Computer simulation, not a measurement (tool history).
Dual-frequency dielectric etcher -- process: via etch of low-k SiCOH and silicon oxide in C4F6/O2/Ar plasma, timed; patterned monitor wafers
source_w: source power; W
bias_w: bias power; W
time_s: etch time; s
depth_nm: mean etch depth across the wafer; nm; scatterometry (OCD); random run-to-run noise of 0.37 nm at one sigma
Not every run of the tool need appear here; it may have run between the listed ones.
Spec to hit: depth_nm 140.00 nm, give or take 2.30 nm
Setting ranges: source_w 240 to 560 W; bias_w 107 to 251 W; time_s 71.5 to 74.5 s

Run 1, hour 0.0: source_w 400 W, bias_w 179 W, time_s 71.5 s. Result: depth_nm 188.90 nm.
Run 2, hour 6.4: source_w 400 W, bias_w 179 W, time_s 71.5 s. Result: depth_nm 187.96 nm.
Run 3, hour 11.2: source_w 400 W, bias_w 200 W, time_s 71.5 s. Result: depth_nm 198.74 nm.
Run 4, hour 14.8: source_w 400 W, bias_w 200 W, time_s 71.5 s. Result: depth_nm 199.70 nm.
Run 5, hour 19.7: source_w 360 W, bias_w 200 W, time_s 71.5 s. Result: depth_nm 190.11 nm.
Run 6, hour 27.5: source_w 320 W, bias_w 176 W, time_s 71.5 s. Result: depth_nm 170.31 nm.
Run 7, hour 32.2: source_w 290 W, bias_w 163 W, time_s 71.5 s. Result: depth_nm 156.01 nm.
Run 8, hour 37.8: source_w 270 W, bias_w 158 W, time_s 71.5 s. Result: depth_nm 149.47 nm.
Run 9, hour 41.8: source_w 260 W, bias_w 155 W, time_s 71.5 s. Result: depth_nm 145.50 nm.

Which of these 4 next moves meets every target?
Run A, hour 45.8: source_w 250 W, bias_w 171 W, time_s 73.0 s. Result: depth_nm ?.
Run B, hour 45.8: source_w 290 W, bias_w 144 W, time_s 74.5 s. Result: depth_nm ?.
Run C, hour 45.8: source_w 270 W, bias_w 162 W, time_s 72.0 s. Result: depth_nm ?.
Run D, hour 45.8: source_w 240 W, bias_w 156 W, time_s 71.5 s. Result: depth_nm ?.

move  depth_nm
   A    153.26
   B    152.21
   C    151.98
   D    140.25
A: its largest miss is bigger than the last run's
B: its largest miss is bigger than the last run's
C: its largest miss is bigger than the last run's
D: each result inside its tolerance
D is the move that brings every result within its allowed miss.

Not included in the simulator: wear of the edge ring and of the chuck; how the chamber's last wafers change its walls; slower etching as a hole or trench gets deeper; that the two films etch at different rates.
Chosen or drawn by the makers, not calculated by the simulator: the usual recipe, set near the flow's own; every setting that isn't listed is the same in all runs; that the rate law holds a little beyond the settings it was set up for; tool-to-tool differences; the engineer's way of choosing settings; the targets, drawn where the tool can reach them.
